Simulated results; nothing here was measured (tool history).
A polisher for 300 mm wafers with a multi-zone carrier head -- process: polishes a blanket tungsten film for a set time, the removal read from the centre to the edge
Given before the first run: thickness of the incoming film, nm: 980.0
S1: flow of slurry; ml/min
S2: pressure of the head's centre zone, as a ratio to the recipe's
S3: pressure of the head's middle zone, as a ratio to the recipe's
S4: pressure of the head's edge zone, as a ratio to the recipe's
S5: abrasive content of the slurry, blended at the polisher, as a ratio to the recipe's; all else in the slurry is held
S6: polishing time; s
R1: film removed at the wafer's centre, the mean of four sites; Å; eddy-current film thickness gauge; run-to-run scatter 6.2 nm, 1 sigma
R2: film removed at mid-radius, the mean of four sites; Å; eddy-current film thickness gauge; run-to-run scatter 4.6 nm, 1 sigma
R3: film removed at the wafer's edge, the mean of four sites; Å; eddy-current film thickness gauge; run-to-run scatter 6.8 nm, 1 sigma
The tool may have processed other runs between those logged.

{"run": 1, "day": 0.0, "S1": 310, "S2": 1, "S3": 1, "S4": 1, "S5": 1, "S6": 47, "R1": 3787.2, "R2": 3815.2, "R3": 3857.9}
{"run": 2, "day": 0.358, "S1": 310, "S2": 1, "S3": 0.94, "S4": 1, "S5": 1, "S6": 47, "R1": 3824, "R2": 3629.7, "R3": 3877.5}
{"run": 3, "day": 0.433, "S1": 310, "S2": 1.06, "S3": 0.94, "S4": 1, "S5": 1, "S6": 47, "R1": 4072.8, "R2": 3672.7, "R3": 3840.9}
{"run": 4, "day": 0.492, "S1": 340, "S2": 1.06, "S3": 0.94, "S4": 1, "S5": 1, "S6": 47, "R1": 4078.9, "R2": 3690.6, "R3": 3738.3}
{"run": 5, "day": 0.833, "S1": 325, "S2": 1.07, "S3": 0.93, "S4": 1.02, "S5": 1.1, "S6": 48, "R1": 4375, "R2": 3911, "R3": 4080.2}
{"run": 6, "day": 1.058, "S1": 325, "S2": 1.07, "S3": 0.9, "S4": 1.02, "S5": 1.1, "S6": 48, "R1": 4286.6, "R2": 3830.3, "R3": 4041.1}
{"run": 7, "day": 1.367, "S1": 315, "S2": 1.09, "S3": 0.88, "S4": 1.03, "S5": 1.15, "S6": 49, "R1": 4407.1, "R2": 3840.6, "R3": 4185.9}
{"run": 8, "day": 1.462, "S1": 315, "S2": 1.11, "S3": 0.87, "S4": 1.04, "S5": 1.2, "S6": 50, "R1": 4770.3, "R2": 3954.2, "R3": 4349.7}
{"run": 9, "day": 1.521, "S1": 310, "S2": 1.12, "S3": 0.88, "S4": 1.06, "S5": 1.25, "S6": 50, "R1": 4831.5, "R2": 3990.2, "R3": 4324.6}

Expected results for the next run?
{"run": 10, "day": 1.638, "S1": 310, "S2": 1.12, "S3": 0.87, "S4": 1.07, "S5": 1.3, "S6": 51, "R1": "?", "R2": "?", "R3": "?"}

Run 10 came out at R1 4859.5 Å, R2 4069.8 Å, R3 4632.5 Å.
